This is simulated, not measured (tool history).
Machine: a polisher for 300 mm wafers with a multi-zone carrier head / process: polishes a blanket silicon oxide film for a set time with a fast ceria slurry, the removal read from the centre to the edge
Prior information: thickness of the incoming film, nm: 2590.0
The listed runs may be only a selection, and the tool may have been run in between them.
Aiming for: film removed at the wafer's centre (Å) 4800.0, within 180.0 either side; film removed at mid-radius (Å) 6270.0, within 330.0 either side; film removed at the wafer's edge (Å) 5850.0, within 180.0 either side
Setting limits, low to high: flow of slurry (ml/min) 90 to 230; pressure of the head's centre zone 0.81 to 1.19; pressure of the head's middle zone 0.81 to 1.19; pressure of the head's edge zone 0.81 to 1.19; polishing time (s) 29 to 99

run	hour	flow of slurry (ml/min)	pressure of the head's centre zone	pressure of the head's middle zone	pressure of the head's edge zone	polishing time (s)	film removed at the wafer's centre (Å)	film removed at mid-radius (Å)	film removed at the wafer's edge (Å)
1	0.0	150	1.00	1.00	1.00	64	10931.0	10080.0	10015.0
2	7.4	150	1.00	0.97	1.00	64	10760.0	9907.9	10258.0
3	8.3	150	1.00	0.97	1.00	53	8926.7	8563.1	8327.4
4	9.1	135	0.95	0.97	1.02	47	7258.3	7059.4	7393.4
5	10.5	135	0.91	1.03	1.04	43	6395.7	6917.8	6834.7
# hour 15.1: centre zone pressure recalibrated
6	15.1	125	0.88	1.06	1.04	42	5666.7	6748.3	6543.9
7	19.0	120	0.87	1.06	1.02	41	5443.6	6374.6	6280.9
8	24.6	115	0.86	1.08	1.01	41	5229.3	6561.3	6222.8
9	28.1	100	0.83	1.06	0.95	39	4655.8	5987.3	5608.2

Next run, 4 choices. One meets every target within its allowed miss, the rest don't. Which?
A	31.6	95	0.81	1.05	0.90	42	?	?	?
B	31.6	95	0.86	0.97	0.98	38	?	?	?
C	31.6	100	0.81	1.10	0.86	37	?	?	?
D	31.6	105	0.82	1.19	0.83	38	?	?	?

move	film removed at the wafer's centre (Å)	film removed at mid-radius (Å)	film removed at the wafer's edge (Å)
A	4919.4	6298.6	5907.1
B	4726.1	5397.9	5562.2
C	4405.4	5811.3	5144.9
D	4650.7	6389.7	5242.8
A: all results in spec
B: its largest miss is bigger than the last run's
C: its largest miss is bigger than the last run's
D: its largest miss is bigger than the last run's
The right move is A.

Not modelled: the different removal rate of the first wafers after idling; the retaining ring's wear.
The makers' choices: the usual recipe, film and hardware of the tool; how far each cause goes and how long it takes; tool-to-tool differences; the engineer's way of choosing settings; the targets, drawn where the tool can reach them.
